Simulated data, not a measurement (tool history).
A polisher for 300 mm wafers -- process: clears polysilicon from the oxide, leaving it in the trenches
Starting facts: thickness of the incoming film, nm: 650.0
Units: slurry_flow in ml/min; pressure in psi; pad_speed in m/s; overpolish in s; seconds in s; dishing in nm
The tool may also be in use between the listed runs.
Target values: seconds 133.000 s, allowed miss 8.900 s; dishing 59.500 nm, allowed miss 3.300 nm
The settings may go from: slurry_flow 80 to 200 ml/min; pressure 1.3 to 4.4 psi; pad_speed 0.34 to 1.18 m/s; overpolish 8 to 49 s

run,hour,slurry_flow,pressure,pad_speed,overpolish,seconds,dishing
1,0.0,130,2.8,0.76,25,71.971,60.089
2,2.9,130,2.5,0.74,27,78.394,59.890
3,11.7,105,2.5,0.74,27,84.409,59.032
4,18.9,105,2.5,0.74,18,81.650,56.457
5,26.4,105,2.5,0.88,18,66.179,58.435
6,34.2,105,2.5,0.72,18,86.207,55.372
7,39.5,105,2.2,0.70,22,92.846,57.214
8,47.4,105,2.0,0.68,24,102.440,57.373
9,54.9,105,2.0,0.68,24,102.970,57.950
10,60.3,105,1.9,0.66,25,107.290,55.994
11,69.2,105,1.8,0.66,29,111.230,58.281
12,74.8,105,1.3,0.64,33,146.900,56.692

Which single option among these 5 for the next run brings every result within its allowed miss of target? Just one does.
A,80.4,105,1.3,0.62,48,?,?
B,80.4,85,1.3,0.56,49,?,?
C,80.4,95,1.3,0.58,49,?,?
D,80.4,110,1.3,0.60,36,?,?
E,80.4,80,1.5,0.70,38,?,?

move,seconds,dishing
A,150.090,58.772
B,172.230,57.787
C,163.000,58.281
D,153.640,55.595
E,128.440,58.144
A: its largest miss is bigger than the last run's
B: its largest miss is bigger than the last run's
C: its largest miss is bigger than the last run's
D: its largest miss is bigger than the last run's
E: all results land within tolerance of their targets
The right move is E.
